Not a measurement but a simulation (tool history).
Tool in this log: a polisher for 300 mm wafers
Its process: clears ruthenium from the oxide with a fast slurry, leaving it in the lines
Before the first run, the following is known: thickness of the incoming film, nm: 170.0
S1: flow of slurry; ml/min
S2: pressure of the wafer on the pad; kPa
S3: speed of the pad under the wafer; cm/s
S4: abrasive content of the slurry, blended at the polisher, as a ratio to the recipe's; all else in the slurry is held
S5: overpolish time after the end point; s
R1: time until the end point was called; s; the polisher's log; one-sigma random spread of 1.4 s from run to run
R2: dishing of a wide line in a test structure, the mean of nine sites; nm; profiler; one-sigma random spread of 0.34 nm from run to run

{"run": 1, "day": 0.0, "S1": 165, "S2": 14.5, "S3": 118, "S4": 1, "S5": 8, "R1": 45.465, "R2": 27.496}
{"run": 2, "day": 0.179, "S1": 165, "S2": 14.5, "S3": 118, "S4": 1.1, "S5": 8, "R1": 45.672, "R2": 29.177}
{"run": 3, "day": 0.504, "S1": 165, "S2": 14.5, "S3": 118, "S4": 1, "S5": 8, "R1": 44.009, "R2": 28.43}
{"run": 4, "day": 0.7, "S1": 165, "S2": 14.5, "S3": 104, "S4": 1, "S5": 8, "R1": 51.505, "R2": 25.22}
{"run": 5, "day": 0.879, "S1": 165, "S2": 13.8, "S3": 104, "S4": 1, "S5": 8, "R1": 53.294, "R2": 23.682}
{"run": 6, "day": 0.917, "S1": 165, "S2": 13.8, "S3": 130, "S4": 1, "S5": 8, "R1": 44.824, "R2": 28.082}
{"run": 7, "day": 0.942, "S1": 165, "S2": 13.1, "S3": 130, "S4": 1, "S5": 8, "R1": 47.819, "R2": 27.088}
{"run": 8, "day": 1.2, "S1": 165, "S2": 12.4, "S3": 130, "S4": 1, "S5": 8, "R1": 48.274, "R2": 26.543}

The next listed run, before its measurement:
{"run": 9, "day": 1.467, "S1": 160, "S2": 8.3, "S3": 112, "S4": 1, "S5": 9, "R1": "?", "R2": "?"}

Run 9 yielded R1 82.023 s, R2 17.922 nm.

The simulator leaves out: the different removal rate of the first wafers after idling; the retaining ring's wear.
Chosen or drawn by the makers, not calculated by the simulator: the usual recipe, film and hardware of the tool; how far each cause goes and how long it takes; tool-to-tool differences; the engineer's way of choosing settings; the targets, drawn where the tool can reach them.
